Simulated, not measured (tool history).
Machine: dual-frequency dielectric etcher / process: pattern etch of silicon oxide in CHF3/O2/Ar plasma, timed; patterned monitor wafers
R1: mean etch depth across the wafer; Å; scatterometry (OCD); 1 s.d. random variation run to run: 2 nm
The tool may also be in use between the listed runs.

{"run": 1, "day": 0.0, "source power (kW)": 0.48, "bias power (kW)": 0.139, "etch time (s)": 243, "R1": 3918.6}
{"run": 2, "day": 0.379, "source power (kW)": 0.48, "bias power (kW)": 0.149, "etch time (s)": 243, "R1": 4068.9}
{"run": 3, "day": 0.646, "source power (kW)": 0.45, "bias power (kW)": 0.146, "etch time (s)": 242.5, "R1": 3919.7}
{"run": 4, "day": 0.754, "source power (kW)": 0.53, "bias power (kW)": 0.146, "etch time (s)": 242.5, "R1": 4178.2}
{"run": 5, "day": 1.083, "source power (kW)": 0.5, "bias power (kW)": 0.142, "etch time (s)": 242, "R1": 4013.3}
{"run": 6, "day": 1.346, "source power (kW)": 0.42, "bias power (kW)": 0.142, "etch time (s)": 242, "R1": 3768.4}
{"run": 7, "day": 1.562, "source power (kW)": 0.4, "bias power (kW)": 0.14, "etch time (s)": 241.5, "R1": 3716.9}
{"run": 8, "day": 1.933, "source power (kW)": 0.39, "bias power (kW)": 0.138, "etch time (s)": 241, "R1": 3606.4}

What will run 9 give?
{"run": 9, "day": 2.175, "source power (kW)": 0.38, "bias power (kW)": 0.137, "etch time (s)": 241, "R1": "?"}

Run 9 yielded R1 3593.5 Å.

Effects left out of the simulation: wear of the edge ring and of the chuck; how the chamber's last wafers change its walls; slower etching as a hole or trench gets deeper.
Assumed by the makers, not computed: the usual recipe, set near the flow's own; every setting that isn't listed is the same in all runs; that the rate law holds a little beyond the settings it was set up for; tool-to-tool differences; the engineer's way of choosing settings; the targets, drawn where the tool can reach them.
